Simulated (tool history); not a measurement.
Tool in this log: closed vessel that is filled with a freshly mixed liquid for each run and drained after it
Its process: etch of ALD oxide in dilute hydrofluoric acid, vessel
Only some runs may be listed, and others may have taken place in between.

| run | hour | temperature setpoint of the liquid (C) | parts of water to one part of 49 % hydrofluoric acid (parts by volume) | time in the liquid (s) | thickness taken off the ALD oxide on a monitor wafer (nm) |
|---|---|---|---|---|---|
| 1 | 0.0 | 25.0 | 150 | 60 | 9.4779 |
| 2 | 8.7 | 27.0 | 150 | 60 | 10.2630 |
| 3 | 15.2 | 27.0 | 180 | 60 | 8.1717 |
| 4 | 22.1 | 28.0 | 170 | 60 | 9.1310 |
| 5 | 31.2 | 29.0 | 165 | 60 | 9.8685 |
| 6 | 37.7 | 29.5 | 160 | 60 | 10.4410 |
| 7 | 42.5 | 30.0 | 155 | 60 | 10.8410 |
| 8 | 48.0 | 30.0 | 155 | 60 | 10.8010 |

For run 9, what comes out?
| 9 | 49.0 | 30.5 | 150 | 60 | ? |

{"run 9": {"thickness taken off the ALD oxide on a monitor wafer (nm)": 11.472}}
